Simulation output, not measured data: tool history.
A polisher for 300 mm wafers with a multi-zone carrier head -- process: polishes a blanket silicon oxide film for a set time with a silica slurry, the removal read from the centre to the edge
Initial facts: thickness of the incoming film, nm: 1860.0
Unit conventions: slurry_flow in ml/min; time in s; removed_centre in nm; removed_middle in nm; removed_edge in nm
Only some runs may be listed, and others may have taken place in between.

| run | hour | slurry_flow | centre_zone | middle_zone | edge_zone | slurry_solids | time | removed_centre | removed_middle | removed_edge |
|---|---|---|---|---|---|---|---|---|---|---|
| 1 | 0 | 275 | 1 | 1 | 1 | 1 | 35 | 144.23 | 135.28 | 131.79 |
| 2 | 3.8 | 285 | 1.01 | 1.05 | 1.01 | 1.05 | 35 | 149.74 | 142.97 | 136.72 |
| 3 | 12.5 | 290 | 1.01 | 1.09 | 0.99 | 1.1 | 35 | 154.05 | 150.3 | 136.32 |
| 4 | 16.3 | 290 | 1.01 | 1.09 | 0.99 | 1.1 | 27 | 119.93 | 117.15 | 106.43 |
| 5 | 19.4 | 290 | 1.01 | 1.03 | 0.99 | 1.1 | 27 | 121.7 | 111.32 | 107.05 |
| 6 | 22.2 | 290 | 1.01 | 1.03 | 0.99 | 1.1 | 32 | 140.4 | 132.02 | 127.89 |
| 7 | 28.3 | 300 | 1.01 | 1.08 | 0.98 | 1.2 | 32 | 148.95 | 144.59 | 128.48 |
|  | 33.8 | centre zone pressure recalibrated |
| 8 | 33.8 | 310 | 1 | 1.11 | 1.01 | 1.25 | 32 | 135.58 | 149.43 | 135.73 |
| 9 | 37.3 | 315 | 1.02 | 1.13 | 1.01 | 1.3 | 32 | 139.06 | 152.03 | 135.59 |

What will run 10 give?
| 10 | 41.5 | 315 | 1.03 | 1.14 | 1 | 1.35 | 32 | ? | ? | ? |

For run 10 the tool returned removed_centre 145.6 nm, removed_middle 158.55 nm, removed_edge 139.33 nm.

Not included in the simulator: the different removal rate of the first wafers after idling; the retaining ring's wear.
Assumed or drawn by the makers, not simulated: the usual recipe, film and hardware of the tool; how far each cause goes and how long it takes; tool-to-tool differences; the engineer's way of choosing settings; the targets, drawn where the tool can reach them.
